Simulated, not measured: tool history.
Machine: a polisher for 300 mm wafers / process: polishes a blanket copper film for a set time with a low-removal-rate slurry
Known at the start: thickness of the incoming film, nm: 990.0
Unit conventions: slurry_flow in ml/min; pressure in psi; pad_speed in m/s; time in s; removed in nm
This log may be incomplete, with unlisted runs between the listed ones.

| run | hour | slurry_flow | pressure | pad_speed | slurry_solids | time | removed |
|---|---|---|---|---|---|---|---|
| 1 | 0.0 | 185 | 2.4 | 1.08 | 1.0 | 48 | 152.84 |
| 2 | 0.7 | 185 | 2.4 | 0.92 | 1.0 | 48 | 130.38 |
| 3 | 4.3 | 155 | 2.4 | 0.92 | 1.0 | 48 | 127.33 |
| 4 | 10.5 | 165 | 2.7 | 0.98 | 1.0 | 48 | 154.59 |
| 5 | 12.8 | 175 | 3.0 | 1.02 | 1.0 | 48 | 179.33 |
| 6 | 16.3 | 180 | 3.2 | 1.08 | 1.0 | 48 | 199.09 |
| 7 | 22.5 | 180 | 3.3 | 1.14 | 1.0 | 48 | 217.50 |
| 8 | 26.6 | 185 | 3.4 | 1.18 | 1.0 | 48 | 236.80 |

Expected results for the next run?
| 9 | 28.8 | 225 | 3.7 | 1.24 | 1.0 | 48 | ? |

{"run 9": {"removed": 274.55}}

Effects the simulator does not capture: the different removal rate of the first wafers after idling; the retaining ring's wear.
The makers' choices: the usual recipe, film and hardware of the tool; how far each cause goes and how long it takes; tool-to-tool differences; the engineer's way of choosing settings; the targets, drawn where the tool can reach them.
